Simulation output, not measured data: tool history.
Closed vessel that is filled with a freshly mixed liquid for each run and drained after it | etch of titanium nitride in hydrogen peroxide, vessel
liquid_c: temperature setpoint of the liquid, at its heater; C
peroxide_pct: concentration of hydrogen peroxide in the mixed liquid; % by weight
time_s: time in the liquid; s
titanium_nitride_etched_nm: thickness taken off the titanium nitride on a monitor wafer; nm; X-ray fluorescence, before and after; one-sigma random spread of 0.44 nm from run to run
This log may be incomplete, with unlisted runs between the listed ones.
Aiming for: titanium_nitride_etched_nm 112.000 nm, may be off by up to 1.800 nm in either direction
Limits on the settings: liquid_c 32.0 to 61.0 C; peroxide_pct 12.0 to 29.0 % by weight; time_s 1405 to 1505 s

Run 1, hour 0.0: liquid_c 45.0 C, peroxide_pct 19.5 % by weight, time_s 1405 s. Result: titanium_nitride_etched_nm 70.115 nm.
Run 2, hour 4.7: liquid_c 45.0 C, peroxide_pct 19.5 % by weight, time_s 1505 s. Result: titanium_nitride_etched_nm 75.626 nm.
Run 3, hour 13.5: liquid_c 45.0 C, peroxide_pct 23.5 % by weight, time_s 1505 s. Result: titanium_nitride_etched_nm 78.635 nm.
Run 4, hour 15.1: liquid_c 45.0 C, peroxide_pct 26.5 % by weight, time_s 1505 s. Result: titanium_nitride_etched_nm 80.638 nm.
Run 5, hour 18.2: liquid_c 46.5 C, peroxide_pct 26.5 % by weight, time_s 1505 s. Result: titanium_nitride_etched_nm 89.445 nm.
Run 6, hour 26.0: liquid_c 47.5 C, peroxide_pct 26.5 % by weight, time_s 1505 s. Result: titanium_nitride_etched_nm 97.099 nm.
Run 7, hour 33.5: liquid_c 48.0 C, peroxide_pct 26.5 % by weight, time_s 1505 s. Result: titanium_nitride_etched_nm 100.240 nm.
Run 8, hour 39.2: liquid_c 48.5 C, peroxide_pct 26.5 % by weight, time_s 1505 s. Result: titanium_nitride_etched_nm 103.690 nm.
Run 9, hour 40.7: liquid_c 49.0 C, peroxide_pct 26.5 % by weight, time_s 1505 s. Result: titanium_nitride_etched_nm 107.960 nm.

Which one of the following 5 next-run settings gets every result inside its allowed miss? There is exactly one.
Run A, hour 42.2: liquid_c 48.5 C, peroxide_pct 26.0 % by weight, time_s 1505 s. Result: titanium_nitride_etched_nm ?.
Run B, hour 42.2: liquid_c 48.5 C, peroxide_pct 29.0 % by weight, time_s 1470 s. Result: titanium_nitride_etched_nm ?.
Run C, hour 42.2: liquid_c 49.5 C, peroxide_pct 25.0 % by weight, time_s 1405 s. Result: titanium_nitride_etched_nm ?.
Run D, hour 42.2: liquid_c 49.5 C, peroxide_pct 29.0 % by weight, time_s 1405 s. Result: titanium_nitride_etched_nm ?.
Run E, hour 42.2: liquid_c 50.0 C, peroxide_pct 23.0 % by weight, time_s 1505 s. Result: titanium_nitride_etched_nm ?.

move  titanium_nitride_etched_nm
   A                     103.690
   B                     103.740
   C                     103.200
   D                     106.630
   E                     112.560
A: lands further from the targets than the last run did
B: lands further from the targets than the last run did
C: lands further from the targets than the last run did
D: lands further from the targets than the last run did
E: meets every target
Answer: E

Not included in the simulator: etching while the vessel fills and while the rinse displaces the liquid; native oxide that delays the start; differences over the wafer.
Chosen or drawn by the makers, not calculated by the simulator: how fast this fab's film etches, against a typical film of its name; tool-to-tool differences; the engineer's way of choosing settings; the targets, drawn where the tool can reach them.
